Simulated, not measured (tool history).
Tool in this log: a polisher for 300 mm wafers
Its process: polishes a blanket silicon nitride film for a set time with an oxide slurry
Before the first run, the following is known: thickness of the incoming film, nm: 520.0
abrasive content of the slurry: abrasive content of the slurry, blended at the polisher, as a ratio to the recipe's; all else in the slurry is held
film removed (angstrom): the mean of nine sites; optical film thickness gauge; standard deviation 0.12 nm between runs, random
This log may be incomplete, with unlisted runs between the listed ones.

run,hour,flow of slurry (ml/min),pressure of the wafer on the pad (kPa),speed of the pad under the wafer (m/s),abrasive content of the slurry,polishing time (s),film removed (angstrom)
1,0,265,32.4,0.92,1,18,128.81
2,1.3,265,32.4,0.92,1,18,126.8
3,9.6,265,32.4,1.06,1,18,139.28
4,15.2,265,32.4,0.92,1,18,127.69
5,20,240,32.4,0.92,1,18,124.69
6,24.1,240,39.3,0.92,1,18,151.08
7,26.7,240,34.5,0.9,1,18,126.6
8,29.3,225,31.7,0.9,1,18,124.4
9,34.5,225,31.7,0.9,1,18,120.65
10,40.9,225,28.3,0.88,1,18,105.7
11,46.4,225,26.9,0.88,1,18,100.05
12,50.7,225,25.5,0.88,1,18,97.652

Run 13 is up next; what results do you expect?
13,59.5,225,24.1,0.88,1,18,?

{"run 13": {"film removed (angstrom)": 91.024}}

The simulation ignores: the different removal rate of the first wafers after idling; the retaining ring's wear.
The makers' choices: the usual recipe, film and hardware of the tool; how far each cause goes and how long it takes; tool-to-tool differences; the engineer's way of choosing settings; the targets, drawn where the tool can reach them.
